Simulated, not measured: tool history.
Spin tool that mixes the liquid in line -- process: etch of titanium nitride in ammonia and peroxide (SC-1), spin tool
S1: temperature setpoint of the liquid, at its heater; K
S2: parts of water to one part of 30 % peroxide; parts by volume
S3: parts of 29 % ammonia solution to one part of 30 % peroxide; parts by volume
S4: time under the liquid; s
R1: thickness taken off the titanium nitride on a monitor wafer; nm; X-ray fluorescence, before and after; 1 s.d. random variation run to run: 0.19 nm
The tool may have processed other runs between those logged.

Run 1, hour 0: S1 329.15 K, S2 16.5 parts by volume, S3 0.8 parts by volume, S4 295 s. Result: R1 12.506 nm.
Run 2, hour 4.1: S1 335.65 K, S2 16.5 parts by volume, S3 0.8 parts by volume, S4 295 s. Result: R1 19.348 nm.
Run 3, hour 7.2: S1 342.15 K, S2 16.5 parts by volume, S3 0.8 parts by volume, S4 295 s. Result: R1 29.206 nm.
Run 4, hour 9.3: S1 341.65 K, S2 16.5 parts by volume, S3 0.8 parts by volume, S4 295 s. Result: R1 28.24 nm.
Run 5, hour 13.6: S1 341.15 K, S2 16.5 parts by volume, S3 0.8 parts by volume, S4 295 s. Result: R1 27.522 nm.
Run 6, hour 21.3: S1 343.15 K, S2 16.5 parts by volume, S3 0.8 parts by volume, S4 295 s. Result: R1 31.097 nm.
Run 7, hour 24.7: S1 342.65 K, S2 16.5 parts by volume, S3 0.8 parts by volume, S4 295 s. Result: R1 30.155 nm.
At hour 28.5: thermometer replaced.
Run 8, hour 28.5: S1 342.15 K, S2 16.5 parts by volume, S3 0.8 parts by volume, S4 295 s. Result: R1 31.222 nm.

Run 9, settings as shown, results not yet in. Your forecast:
Run 9, hour 34.3: S1 341.65 K, S2 16.5 parts by volume, S3 0.8 parts by volume, S4 295 s. Result: R1 ?.

Logged for run 9: R1 30.337 nm.

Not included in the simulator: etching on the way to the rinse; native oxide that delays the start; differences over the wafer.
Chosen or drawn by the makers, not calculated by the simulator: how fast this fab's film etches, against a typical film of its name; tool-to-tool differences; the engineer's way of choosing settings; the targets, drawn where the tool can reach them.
